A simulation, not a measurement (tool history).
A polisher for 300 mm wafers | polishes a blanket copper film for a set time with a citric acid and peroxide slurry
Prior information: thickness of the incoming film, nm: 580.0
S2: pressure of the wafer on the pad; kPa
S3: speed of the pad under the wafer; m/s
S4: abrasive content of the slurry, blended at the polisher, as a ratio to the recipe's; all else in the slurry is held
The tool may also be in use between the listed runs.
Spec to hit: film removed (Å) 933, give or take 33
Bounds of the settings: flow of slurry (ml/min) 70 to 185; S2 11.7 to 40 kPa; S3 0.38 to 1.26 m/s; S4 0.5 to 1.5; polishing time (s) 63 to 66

{"run": 1, "hour": 0.0, "flow of slurry (ml/min)": 120, "S2": 25.5, "S3": 0.82, "S4": 1, "polishing time (s)": 63, "film removed (Å)": 1131}
{"run": 2, "hour": 2.4, "flow of slurry (ml/min)": 120, "S2": 25.5, "S3": 0.82, "S4": 0.8, "polishing time (s)": 63, "film removed (Å)": 1039.1}
{"run": 3, "hour": 5.4, "flow of slurry (ml/min)": 120, "S2": 20.7, "S3": 0.82, "S4": 0.8, "polishing time (s)": 63, "film removed (Å)": 864.28}
{"run": 4, "hour": 14.0, "flow of slurry (ml/min)": 120, "S2": 16.5, "S3": 0.82, "S4": 0.8, "polishing time (s)": 63, "film removed (Å)": 703.77}
{"run": 5, "hour": 17.4, "flow of slurry (ml/min)": 125, "S2": 18.6, "S3": 0.82, "S4": 0.8, "polishing time (s)": 63, "film removed (Å)": 791.56}
{"run": 6, "hour": 22.0, "flow of slurry (ml/min)": 135, "S2": 19.3, "S3": 0.82, "S4": 0.8, "polishing time (s)": 63, "film removed (Å)": 822.13}
{"run": 7, "hour": 29.8, "flow of slurry (ml/min)": 140, "S2": 20, "S3": 0.82, "S4": 0.8, "polishing time (s)": 63, "film removed (Å)": 863.15}
{"run": 8, "hour": 38.5, "flow of slurry (ml/min)": 145, "S2": 20, "S3": 0.82, "S4": 0.8, "polishing time (s)": 63, "film removed (Å)": 889.24}

Which of these 5 next moves meets every target?
{"run": "A", "hour": 47.2, "flow of slurry (ml/min)": 150, "S2": 18.6, "S3": 0.78, "S4": 0.8, "polishing time (s)": 63, "film removed (Å)": "?"}
{"run": "B", "hour": 47.2, "flow of slurry (ml/min)": 155, "S2": 20.7, "S3": 0.78, "S4": 0.75, "polishing time (s)": 63, "film removed (Å)": "?"}
{"run": "C", "hour": 47.2, "flow of slurry (ml/min)": 105, "S2": 24.8, "S3": 0.66, "S4": 0.95, "polishing time (s)": 63, "film removed (Å)": "?"}
{"run": "D", "hour": 47.2, "flow of slurry (ml/min)": 140, "S2": 19.3, "S3": 0.78, "S4": 0.85, "polishing time (s)": 65, "film removed (Å)": "?"}
{"run": "E", "hour": 47.2, "flow of slurry (ml/min)": 160, "S2": 20.7, "S3": 0.86, "S4": 0.65, "polishing time (s)": 66, "film removed (Å)": "?"}

move=A film_removed_(Å)=791.57
move=B film_removed_(Å)=864.14
move=C film_removed_(Å)=882.49
move=D film_removed_(Å)=848.88
move=E film_removed_(Å)=942.91
A: the biggest miss grows against the last run
B: the biggest miss grows against the last run
C: the biggest miss grows against the last run
D: the biggest miss grows against the last run
E: meets every target
Correct choice: E, which meets every target

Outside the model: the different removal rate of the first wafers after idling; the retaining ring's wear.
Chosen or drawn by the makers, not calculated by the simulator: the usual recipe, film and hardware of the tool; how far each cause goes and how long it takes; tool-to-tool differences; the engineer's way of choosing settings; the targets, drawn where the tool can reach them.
